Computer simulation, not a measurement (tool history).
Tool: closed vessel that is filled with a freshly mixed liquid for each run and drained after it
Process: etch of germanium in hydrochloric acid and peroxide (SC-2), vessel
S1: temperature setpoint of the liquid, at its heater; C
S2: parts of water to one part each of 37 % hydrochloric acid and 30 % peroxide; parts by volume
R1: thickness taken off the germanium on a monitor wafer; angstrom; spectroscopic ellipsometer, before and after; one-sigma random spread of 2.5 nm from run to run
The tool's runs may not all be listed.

run 1 hour=0.0 | S1=49.0 S2=9.5 time_in_the_liquid_(s)=105 | R1=2425.0
run 2 hour=6.2 | S1=49.0 S2=7.5 time_in_the_liquid_(s)=105 | R1=2467.7
run 3 hour=10.1 | S1=44.0 S2=7.5 time_in_the_liquid_(s)=105 | R1=2111.8
run 4 hour=17.8 | S1=48.0 S2=7.5 time_in_the_liquid_(s)=105 | R1=2430.2
run 5 hour=23.6 | S1=51.0 S2=7.5 time_in_the_liquid_(s)=105 | R1=2646.9
run 6 hour=29.2 | S1=51.0 S2=5.5 time_in_the_liquid_(s)=105 | R1=2688.0
run 7 hour=32.6 | S1=53.5 S2=5.5 time_in_the_liquid_(s)=105 | R1=2931.0
run 8 hour=35.3 | S1=55.0 S2=5.5 time_in_the_liquid_(s)=105 | R1=3064.6
run 9 hour=39.1 | S1=56.5 S2=5.5 time_in_the_liquid_(s)=105 | R1=3194.1

Predict the results of run 10:
run 10 hour=45.7 | S1=57.5 S2=5.5 time_in_the_liquid_(s)=105 | R1=?

For run 10 the tool returned R1 3276.3 angstrom.

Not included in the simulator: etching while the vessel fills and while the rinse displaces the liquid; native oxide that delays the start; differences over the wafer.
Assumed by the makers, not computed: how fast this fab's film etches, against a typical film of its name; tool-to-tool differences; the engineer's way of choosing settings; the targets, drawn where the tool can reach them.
